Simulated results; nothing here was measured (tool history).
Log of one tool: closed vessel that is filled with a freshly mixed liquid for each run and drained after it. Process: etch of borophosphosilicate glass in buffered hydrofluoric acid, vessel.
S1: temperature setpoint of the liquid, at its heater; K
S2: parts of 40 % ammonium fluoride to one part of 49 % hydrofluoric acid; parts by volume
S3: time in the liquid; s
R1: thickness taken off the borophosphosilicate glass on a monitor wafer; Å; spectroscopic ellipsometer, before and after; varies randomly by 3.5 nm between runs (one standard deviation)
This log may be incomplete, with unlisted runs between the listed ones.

run 1 hour=0 | S1=294.15 S2=12.5 S3=100 | R1=2666.5
run 2 hour=1.7 | S1=296.65 S2=11 S3=100 | R1=3444.2
run 3 hour=7.6 | S1=299.65 S2=11 S3=100 | R1=4042
run 4 hour=13.3 | S1=299.65 S2=11 S3=105 | R1=4272.2
run 5 hour=20.7 | S1=300.65 S2=10 S3=105 | R1=4907.7
run 6 hour=23.4 | S1=300.65 S2=10 S3=105 | R1=4903
run 7 hour=24.9 | S1=301.15 S2=9.5 S3=105 | R1=5224.5
run 8 hour=26.6 | S1=301.65 S2=9 S3=105 | R1=5509.7

Run 9 has not been measured yet. What should we expect?
run 9 hour=30.2 | S1=302.15 S2=8.5 S3=105 | R1=?

Run 9 came out at R1 6058.3 Å.
